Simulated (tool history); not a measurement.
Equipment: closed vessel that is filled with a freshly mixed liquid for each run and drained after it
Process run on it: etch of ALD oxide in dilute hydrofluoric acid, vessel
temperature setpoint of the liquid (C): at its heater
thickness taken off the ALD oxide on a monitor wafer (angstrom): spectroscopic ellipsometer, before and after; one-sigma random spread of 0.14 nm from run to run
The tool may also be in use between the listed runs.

run	day	temperature setpoint of the liquid (C)	parts of water to one part of 49 % hydrofluoric acid (parts by volume)	time in the liquid (s)	thickness taken off the ALD oxide on a monitor wafer (angstrom)
1	0.000	24.0	70	30	45.398
2	0.200	27.0	70	30	50.817
3	0.504	28.0	60	30	62.598
4	0.629	29.5	60	30	66.285
5	0.942	30.0	55	30	75.462
6	1.225	30.5	50	30	85.590
7	1.458	31.0	45	30	96.408

Run 8 comes next. What will it give?
8	1.512	31.0	40	30	?

{"run 8": {"thickness taken off the ALD oxide on a monitor wafer (angstrom)": 109.54}}
